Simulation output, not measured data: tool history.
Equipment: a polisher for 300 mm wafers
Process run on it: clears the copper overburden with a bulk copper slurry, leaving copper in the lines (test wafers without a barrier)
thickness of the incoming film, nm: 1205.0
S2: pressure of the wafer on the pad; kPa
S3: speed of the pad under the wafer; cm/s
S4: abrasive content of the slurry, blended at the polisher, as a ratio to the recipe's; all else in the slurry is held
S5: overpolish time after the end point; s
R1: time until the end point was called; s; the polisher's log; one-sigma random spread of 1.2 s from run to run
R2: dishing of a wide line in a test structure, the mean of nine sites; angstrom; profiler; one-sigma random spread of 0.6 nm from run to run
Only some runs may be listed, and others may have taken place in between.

run 1 hour=0.0 | flow_of_slurry_(ml/min)=175 S2=22.1 S3=112 S4=1.0 S5=11 | R1=91.586 R2=629.50
run 2 hour=8.2 | flow_of_slurry_(ml/min)=175 S2=25.5 S3=112 S4=1.0 S5=11 | R1=79.833 R2=683.73
run 3 hour=14.5 | flow_of_slurry_(ml/min)=175 S2=24.1 S3=112 S4=1.0 S5=9 | R1=84.153 R2=589.26
run 4 hour=19.9 | flow_of_slurry_(ml/min)=175 S2=24.1 S3=112 S4=1.0 S5=13 | R1=82.969 R2=719.13
run 5 hour=26.6 | flow_of_slurry_(ml/min)=175 S2=24.1 S3=112 S4=1.0 S5=15 | R1=82.856 R2=792.73
run 6 hour=35.0 | flow_of_slurry_(ml/min)=175 S2=24.1 S3=122 S4=1.0 S5=15 | R1=78.431 R2=803.90
run 7 hour=37.8 | flow_of_slurry_(ml/min)=175 S2=22.1 S3=124 S4=1.0 S5=12 | R1=82.536 R2=684.00

What does the tool deliver on the next run?
run 8 hour=40.4 | flow_of_slurry_(ml/min)=180 S2=15.9 S3=122 S4=1.0 S5=6 | R1=? R2=?

Run 8 came out at R1 116.140 s, R2 346.18 angstrom.
